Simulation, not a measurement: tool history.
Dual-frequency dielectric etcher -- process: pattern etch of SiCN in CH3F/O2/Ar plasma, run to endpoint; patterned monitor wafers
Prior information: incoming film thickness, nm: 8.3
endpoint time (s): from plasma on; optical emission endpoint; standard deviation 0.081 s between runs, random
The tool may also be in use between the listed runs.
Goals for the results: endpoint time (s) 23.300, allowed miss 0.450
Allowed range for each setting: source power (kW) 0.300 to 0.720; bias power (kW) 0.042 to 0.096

{"run": 1, "hour": 0.0, "source power (kW)": 0.51, "bias power (kW)": 0.069, "endpoint time (s)": 21.52}
{"run": 2, "hour": 8.4, "source power (kW)": 0.51, "bias power (kW)": 0.061, "endpoint time (s)": 22.424}
{"run": 3, "hour": 10.4, "source power (kW)": 0.51, "bias power (kW)": 0.051, "endpoint time (s)": 24.025}
{"run": 4, "hour": 15.0, "source power (kW)": 0.51, "bias power (kW)": 0.043, "endpoint time (s)": 25.54}
{"run": 5, "hour": 17.8, "source power (kW)": 0.44, "bias power (kW)": 0.043, "endpoint time (s)": 26.557}
{"run": 6, "hour": 23.4, "source power (kW)": 0.44, "bias power (kW)": 0.042, "endpoint time (s)": 26.766}
{"run": 7, "hour": 32.1, "source power (kW)": 0.49, "bias power (kW)": 0.043, "endpoint time (s)": 25.728}
{"run": 8, "hour": 36.7, "source power (kW)": 0.52, "bias power (kW)": 0.044, "endpoint time (s)": 25.054}
{"run": 9, "hour": 38.8, "source power (kW)": 0.52, "bias power (kW)": 0.044, "endpoint time (s)": 24.974}
{"run": 10, "hour": 39.8, "source power (kW)": 0.54, "bias power (kW)": 0.045, "endpoint time (s)": 24.629}
{"run": 11, "hour": 45.1, "source power (kW)": 0.56, "bias power (kW)": 0.046, "endpoint time (s)": 24.194}

Which single option among these 4 for the next run brings every result within its allowed miss of target? Just one does.
{"run": "A", "hour": 50.4, "source power (kW)": 0.6, "bias power (kW)": 0.049, "endpoint time (s)": "?"}
{"run": "B", "hour": 50.4, "source power (kW)": 0.55, "bias power (kW)": 0.046, "endpoint time (s)": "?"}
{"run": "C", "hour": 50.4, "source power (kW)": 0.52, "bias power (kW)": 0.042, "endpoint time (s)": "?"}
{"run": "D", "hour": 50.4, "source power (kW)": 0.57, "bias power (kW)": 0.057, "endpoint time (s)": "?"}

move=A endpoint_time_(s)=23.217
move=B endpoint_time_(s)=24.341
move=C endpoint_time_(s)=25.521
move=D endpoint_time_(s)=22.339
A: meets every target
B: lands further from the targets than the last run did
C: lands further from the targets than the last run did
D: the result that was furthest off in the last run now lies on the other side of its target
A is the move that brings every result within its allowed miss.

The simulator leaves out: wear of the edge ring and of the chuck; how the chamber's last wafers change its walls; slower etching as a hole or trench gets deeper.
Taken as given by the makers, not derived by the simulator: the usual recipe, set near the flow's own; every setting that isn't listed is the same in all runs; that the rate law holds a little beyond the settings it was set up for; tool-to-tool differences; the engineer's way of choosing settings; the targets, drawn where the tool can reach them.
